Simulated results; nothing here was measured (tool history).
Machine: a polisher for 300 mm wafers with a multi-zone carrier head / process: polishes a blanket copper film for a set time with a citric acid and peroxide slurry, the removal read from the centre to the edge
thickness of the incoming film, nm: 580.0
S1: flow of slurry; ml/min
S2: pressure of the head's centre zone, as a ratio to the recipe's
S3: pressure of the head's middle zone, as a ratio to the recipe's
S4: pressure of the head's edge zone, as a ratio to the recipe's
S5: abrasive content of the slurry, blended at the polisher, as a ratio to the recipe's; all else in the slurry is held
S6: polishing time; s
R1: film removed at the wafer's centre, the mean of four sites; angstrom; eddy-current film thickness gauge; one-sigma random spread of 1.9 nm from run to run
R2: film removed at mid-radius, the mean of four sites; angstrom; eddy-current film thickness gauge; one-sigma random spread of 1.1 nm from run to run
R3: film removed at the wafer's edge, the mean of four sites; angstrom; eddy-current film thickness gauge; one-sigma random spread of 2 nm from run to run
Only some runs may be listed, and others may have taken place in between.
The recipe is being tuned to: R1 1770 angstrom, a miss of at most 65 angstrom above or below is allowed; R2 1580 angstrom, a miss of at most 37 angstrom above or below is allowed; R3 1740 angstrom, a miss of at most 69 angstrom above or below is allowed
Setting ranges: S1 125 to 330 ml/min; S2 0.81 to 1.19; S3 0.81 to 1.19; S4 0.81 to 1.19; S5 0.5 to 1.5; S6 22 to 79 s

run,hour,S1,S2,S3,S4,S5,S6,R1,R2,R3
1,0,210,1,1,1,1,50,1278.9,1167.6,1153
2,1.5,210,1,1,1.02,1.05,51,1325.9,1210.9,1200.9
3,4.1,210,1,0.99,1.04,1.1,52,1367.8,1227.4,1241.4
4,6.6,210,1,0.99,1.04,1.1,64,1656.2,1504.9,1521.6
5,10.1,185,1,0.99,1.04,1.1,64,1615.9,1476.5,1493.5
# hour 14.5: centre zone pressure recalibrated
6,14.5,185,1,0.99,1.04,1.25,64,1539.1,1511.5,1560.8
7,23.5,190,1,0.99,1.05,1.25,64,1569.9,1531,1562.3
8,32.5,195,1,0.98,1.06,1.25,64,1520.5,1499.1,1581.4
9,40.9,205,1.01,0.98,1.06,1.25,64,1571.6,1524.4,1581
10,46.4,210,1.02,0.98,1.07,1.25,64,1618,1532.3,1559.7
11,52.7,210,1.02,0.97,1.07,1.25,65,1614.9,1528.8,1662.2
12,60.1,215,1.03,0.97,1.07,1.25,65,1678.9,1556.3,1646.6
13,66.4,220,1.03,0.97,1.07,1.25,65,1688.7,1543.4,1654.1

Of the 4 settings listed for the next run, only one would bring every result within its allowed miss of target. Which one?
A,72.7,200,1.19,1.03,1.03,1.1,69,?,?,?
B,72.7,175,0.97,0.92,0.99,1.5,66,?,?,?
C,72.7,225,1.02,0.92,1.07,1.4,67,?,?,?
D,72.7,190,1.03,0.94,0.98,1.2,65,?,?,?

move,R1,R2,R3
A,1956.1,1675.6,1611.1
B,1584.5,1523.6,1593.4
C,1743.1,1585.4,1698.1
D,1606.6,1477.3,1505.2
A: carries the result that was furthest off beyond its target, to the other side
B: the biggest miss grows against the last run
C: all results land within tolerance of their targets
D: the biggest miss grows against the last run
Go with C: it meets all targets.
